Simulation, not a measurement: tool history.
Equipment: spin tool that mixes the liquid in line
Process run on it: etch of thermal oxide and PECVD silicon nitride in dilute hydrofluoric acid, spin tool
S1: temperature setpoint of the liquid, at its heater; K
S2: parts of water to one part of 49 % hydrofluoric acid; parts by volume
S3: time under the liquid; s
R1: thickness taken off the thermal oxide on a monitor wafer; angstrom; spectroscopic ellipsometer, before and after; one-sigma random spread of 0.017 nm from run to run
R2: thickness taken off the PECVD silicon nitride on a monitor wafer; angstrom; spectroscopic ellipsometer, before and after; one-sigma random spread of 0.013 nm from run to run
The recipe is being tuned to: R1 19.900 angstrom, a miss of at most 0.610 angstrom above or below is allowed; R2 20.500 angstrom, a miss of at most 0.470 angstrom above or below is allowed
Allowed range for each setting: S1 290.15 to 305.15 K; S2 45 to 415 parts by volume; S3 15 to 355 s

run  hour      S1   S2   S3      R1      R2
  1   0.0  297.15  230  180  31.111  43.188
  2   0.5  295.65  230  170  28.598  37.018
  3   3.4  294.15  235  165  25.444  31.551
  4  12.4  293.15  235  160  23.575  28.843
  5  14.7  292.65  230  150  22.641  26.821
  6  20.2  290.15  230  150  20.209  22.819
  7  21.8  290.15  225  140  19.892  21.724
  8  23.9  290.15  200  115  18.155  20.026
  9  32.3  290.15  195  115  19.160  20.344
 10  33.0  290.15  195  115  18.880  20.626
 11  41.9  290.15  170   95  18.287  19.395

Next run, 5 choices. One meets every target within its allowed miss, the rest don't. Which?
  A  50.8  292.65  250  125   ?   ?
  B  50.8  292.15  115   60   ?   ?
  C  50.8  290.65  245  140   ?   ?
  D  50.8  294.65  215   95   ?   ?
  E  50.8  292.15  200  105   ?   ?

move      R1      R2
   A  16.808  20.760
   B  19.648  20.467
   C  17.875  20.796
   D  16.564  20.789
   E  18.146  20.938
A: the biggest miss grows against the last run
B: each result inside its tolerance
C: the biggest miss grows against the last run
D: the biggest miss grows against the last run
E: the biggest miss grows against the last run
Correct choice: B, which meets every target
